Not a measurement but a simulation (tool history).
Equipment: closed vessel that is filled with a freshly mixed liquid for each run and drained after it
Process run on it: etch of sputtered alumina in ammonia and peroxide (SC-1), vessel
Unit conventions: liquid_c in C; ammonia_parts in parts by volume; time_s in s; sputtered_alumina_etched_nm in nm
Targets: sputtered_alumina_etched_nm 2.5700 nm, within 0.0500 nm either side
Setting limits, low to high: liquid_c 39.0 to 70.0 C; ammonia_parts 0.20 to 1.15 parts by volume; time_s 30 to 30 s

run  hour  liquid_c  ammonia_parts  time_s  sputtered_alumina_etched_nm
  1   0.0      55.0           0.65      30                       2.1068
  2   5.7      55.0           0.80      30                       2.1459
  3   7.1      48.0           0.80      30                       1.4516
  4  11.9      49.0           0.80      30                       1.5494
  5  17.0      52.0           0.80      30                       1.8455
  6  23.0      52.5           0.80      30                       1.8860
  7  26.2      53.0           0.80      30                       1.9524
  8  34.7      53.5           0.80      30                       1.9998
  9  39.9      54.0           0.80      30                       2.0503
 10  43.7      54.5           0.80      30                       2.0828
 11  48.4      55.0           0.80      30                       2.1397
 12  56.5      55.5           0.80      30                       2.2239
 13  59.0      56.0           0.80      30                       2.2702
 14  64.4      57.5           0.80      30                       2.4468
 15  71.1      58.0           0.80      30                       2.5050

Consider the 5 candidate settings below. Which is the only one whose results all fall within their allowed miss of target?
  A  77.8      57.5           0.80      30                            ?
  B  77.8      58.0           0.95      30                            ?
  C  77.8      58.0           0.65      30                            ?
  D  77.8      57.5           0.85      30                            ?
  E  77.8      59.5           0.80      30                            ?

move  sputtered_alumina_etched_nm
   A                       2.4254
   B                       2.5303
   C                       2.4409
   D                       2.4394
   E                       2.6904
A: misses by more than the last run did
B: meets every target
C: misses by more than the last run did
D: misses by more than the last run did
E: takes the biggest miss from the last run beyond its target
Go with B: it meets all targets.

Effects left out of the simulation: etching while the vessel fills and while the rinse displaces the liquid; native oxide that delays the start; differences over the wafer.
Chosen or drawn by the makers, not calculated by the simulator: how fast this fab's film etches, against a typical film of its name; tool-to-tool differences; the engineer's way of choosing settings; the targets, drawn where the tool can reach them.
